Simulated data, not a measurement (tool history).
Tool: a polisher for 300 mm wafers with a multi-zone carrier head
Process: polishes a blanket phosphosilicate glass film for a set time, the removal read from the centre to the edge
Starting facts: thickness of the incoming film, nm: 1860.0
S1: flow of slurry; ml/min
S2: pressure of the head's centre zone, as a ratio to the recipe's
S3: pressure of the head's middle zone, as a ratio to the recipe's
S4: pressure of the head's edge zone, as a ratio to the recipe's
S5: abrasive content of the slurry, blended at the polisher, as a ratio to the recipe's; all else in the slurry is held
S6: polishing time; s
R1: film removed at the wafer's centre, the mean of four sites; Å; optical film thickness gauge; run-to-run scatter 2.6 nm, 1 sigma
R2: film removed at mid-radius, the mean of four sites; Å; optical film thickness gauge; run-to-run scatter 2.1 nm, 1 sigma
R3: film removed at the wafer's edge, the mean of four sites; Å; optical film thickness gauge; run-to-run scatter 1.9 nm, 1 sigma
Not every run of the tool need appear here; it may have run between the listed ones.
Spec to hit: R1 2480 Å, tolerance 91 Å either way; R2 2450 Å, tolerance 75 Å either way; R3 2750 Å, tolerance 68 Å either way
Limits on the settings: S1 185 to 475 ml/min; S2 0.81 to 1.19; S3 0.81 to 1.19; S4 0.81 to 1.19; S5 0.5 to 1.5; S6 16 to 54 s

run,hour,S1,S2,S3,S4,S5,S6,R1,R2,R3
1,0,305,1,1,1,1,35,3889.8,3556.1,3593.3
2,0.9,305,1,1,0.92,1,35,3856.2,3587,3478.7
3,8.6,305,1,0.93,0.92,1,35,3870,3410.3,3477.3
4,15,305,1,0.89,0.92,1,35,3870.7,3310.3,3517.1
5,21.1,305,1,0.92,0.92,1,35,3863,3381.6,3498
6,24.9,295,0.94,0.89,0.92,0.85,35,3280.8,2995.2,3164.9
7,28.8,240,0.84,0.81,0.91,0.65,35,2320.2,2255.8,2501.5
8,34.6,325,0.84,0.84,0.99,0.65,35,2418.5,2379.9,2685.5

Next run, 4 choices. One meets every target within its allowed miss, the rest don't. Which?
A,40.4,345,0.84,0.84,0.98,0.75,32,?,?,?
B,40.4,345,0.87,0.81,1.06,0.7,31,?,?,?
C,40.4,350,0.81,0.81,1.03,0.7,33,?,?,?
D,40.4,315,0.86,0.87,1.02,0.65,33,?,?,?

move,R1,R2,R3
A,2448.8,2479.7,2709.2
B,2328.9,2223.6,2585.7
C,2310.4,2370.4,2716
D,2287.2,2315.6,2524.2
A: all results in spec
B: moves away from the targets compared with the last run
C: gets the furthest-off result to its target, but another result is out of tolerance
D: moves away from the targets compared with the last run
Answer: A
